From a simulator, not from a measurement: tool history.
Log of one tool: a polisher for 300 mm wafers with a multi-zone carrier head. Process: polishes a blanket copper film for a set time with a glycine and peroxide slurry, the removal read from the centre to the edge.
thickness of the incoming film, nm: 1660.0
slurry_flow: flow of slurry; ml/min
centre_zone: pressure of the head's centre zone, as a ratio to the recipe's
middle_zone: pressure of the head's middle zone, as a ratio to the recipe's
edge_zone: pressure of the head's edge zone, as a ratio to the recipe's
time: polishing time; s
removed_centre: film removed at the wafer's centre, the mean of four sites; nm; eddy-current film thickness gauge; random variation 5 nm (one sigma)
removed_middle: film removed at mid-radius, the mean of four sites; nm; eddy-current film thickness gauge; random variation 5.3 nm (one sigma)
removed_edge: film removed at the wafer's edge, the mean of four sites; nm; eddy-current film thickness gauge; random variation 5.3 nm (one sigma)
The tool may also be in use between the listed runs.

run,hour,slurry_flow,centre_zone,middle_zone,edge_zone,time,removed_centre,removed_middle,removed_edge
1,0,200,1,1,1,87,576.89,579.71,581.98
2,1.9,200,1.05,1,1,87,602.95,590.88,577.72
3,8.1,200,1.06,0.98,0.99,86,611.67,557.87,569.24
4,16.3,195,1.06,0.97,0.97,85,605.42,550.29,560.16
5,22.2,195,1.14,0.97,0.97,85,641.64,555.92,558.69
6,27.1,195,1.17,0.97,0.97,85,664.55,553.67,563.99
7,33.6,195,1.16,0.96,0.96,84,643.27,533.9,560.17
8,34.9,195,1.16,0.96,0.95,83,647.72,535.22,547.96

The next listed run, before its measurement:
9,40.4,190,1.15,0.95,0.94,82,?,?,?

{"run 9": {"removed_centre": 631.66, "removed_middle": 521.53, "removed_edge": 531.96}}
